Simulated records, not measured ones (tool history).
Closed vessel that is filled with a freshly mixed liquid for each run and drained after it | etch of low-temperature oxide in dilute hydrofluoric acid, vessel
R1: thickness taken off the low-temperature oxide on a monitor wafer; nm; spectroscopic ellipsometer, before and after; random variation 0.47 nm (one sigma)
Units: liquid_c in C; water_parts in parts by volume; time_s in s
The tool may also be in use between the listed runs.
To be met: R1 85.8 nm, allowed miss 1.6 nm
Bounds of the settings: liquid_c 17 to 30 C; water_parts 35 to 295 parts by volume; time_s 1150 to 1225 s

run 1 hour=0 | liquid_c=22 water_parts=165 time_s=1150 | R1=98.235
run 2 hour=1 | liquid_c=22 water_parts=165 time_s=1225 | R1=104.6
run 3 hour=2 | liquid_c=21.5 water_parts=165 time_s=1225 | R1=101.54
run 4 hour=3.1 | liquid_c=24.5 water_parts=165 time_s=1225 | R1=115.51
run 5 hour=6.7 | liquid_c=23.5 water_parts=165 time_s=1225 | R1=110.88
run 6 hour=7.4 | liquid_c=23 water_parts=165 time_s=1225 | R1=108.11
run 7 hour=10.8 | liquid_c=22.5 water_parts=165 time_s=1225 | R1=107.24
run 8 hour=16.2 | liquid_c=22 water_parts=165 time_s=1225 | R1=104.48
run 9 hour=19.3 | liquid_c=21.5 water_parts=165 time_s=1225 | R1=102.88

Which of these 4 next moves meets every target?
run A hour=22.4 | liquid_c=21 water_parts=170 time_s=1175 | R1=?
run B hour=22.4 | liquid_c=23 water_parts=190 time_s=1150 | R1=?
run C hour=22.4 | liquid_c=26 water_parts=155 time_s=1225 | R1=?
run D hour=22.4 | liquid_c=24 water_parts=155 time_s=1225 | R1=?

move=A R1=93.187
move=B R1=86.26
move=C R1=131.09
move=D R1=121.56
A: nearer than the last run, and not there yet
B: meets every target
C: further off than the last run
D: further off than the last run
Answer: B

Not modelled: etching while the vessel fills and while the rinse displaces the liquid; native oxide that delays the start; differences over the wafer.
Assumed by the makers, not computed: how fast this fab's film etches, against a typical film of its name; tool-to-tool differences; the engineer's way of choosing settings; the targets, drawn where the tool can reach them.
